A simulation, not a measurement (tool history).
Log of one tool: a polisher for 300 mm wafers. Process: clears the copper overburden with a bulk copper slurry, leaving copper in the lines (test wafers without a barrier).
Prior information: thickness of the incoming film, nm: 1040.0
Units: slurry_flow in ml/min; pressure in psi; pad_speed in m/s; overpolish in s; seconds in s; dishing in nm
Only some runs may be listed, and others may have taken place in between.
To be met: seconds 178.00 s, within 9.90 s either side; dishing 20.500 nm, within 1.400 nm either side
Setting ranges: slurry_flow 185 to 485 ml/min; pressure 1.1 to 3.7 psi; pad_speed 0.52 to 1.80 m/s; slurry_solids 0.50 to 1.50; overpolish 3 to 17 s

| run | hour | slurry_flow | pressure | pad_speed | slurry_solids | overpolish | seconds | dishing |
|---|---|---|---|---|---|---|---|---|
| 1 | 0.0 | 310 | 2.4 | 1.16 | 1.00 | 9 | 105.01 | 62.099 |
| 2 | 6.9 | 310 | 2.1 | 1.16 | 1.00 | 9 | 114.12 | 57.522 |
| 3 | 8.4 | 310 | 2.1 | 0.96 | 1.00 | 9 | 132.23 | 48.958 |
| 4 | 12.4 | 340 | 1.9 | 0.86 | 1.15 | 7 | 149.76 | 37.266 |
| 5 | 20.4 | 380 | 1.7 | 0.84 | 1.25 | 6 | 162.44 | 29.835 |
| 6 | 28.6 | 390 | 1.6 | 0.84 | 1.25 | 5 | 170.45 | 24.968 |
| 7 | 36.0 | 395 | 1.6 | 0.84 | 1.25 | 5 | 167.14 | 25.852 |
| 8 | 44.4 | 400 | 1.5 | 0.84 | 1.25 | 5 | 177.55 | 24.583 |

4 candidate next runs follow, results not yet known. Just one meets every target within its allowed miss. Identify it.
| A | 52.8 | 415 | 1.9 | 0.80 | 1.15 | 3 | ? | ? |
| B | 52.8 | 405 | 1.6 | 0.92 | 1.35 | 3 | ? | ? |
| C | 52.8 | 485 | 1.8 | 0.86 | 1.20 | 3 | ? | ? |
| D | 52.8 | 335 | 1.8 | 0.78 | 1.10 | 4 | ? | ? |

| move | seconds | dishing |
|---|---|---|
| A | 161.00 | 17.269 |
| B | 152.98 | 18.009 |
| C | 153.23 | 18.040 |
| D | 174.70 | 20.780 |
A: takes the biggest miss from the last run beyond its target
B: takes the biggest miss from the last run beyond its target
C: takes the biggest miss from the last run beyond its target
D: meets every target
The move that meets every target is D.

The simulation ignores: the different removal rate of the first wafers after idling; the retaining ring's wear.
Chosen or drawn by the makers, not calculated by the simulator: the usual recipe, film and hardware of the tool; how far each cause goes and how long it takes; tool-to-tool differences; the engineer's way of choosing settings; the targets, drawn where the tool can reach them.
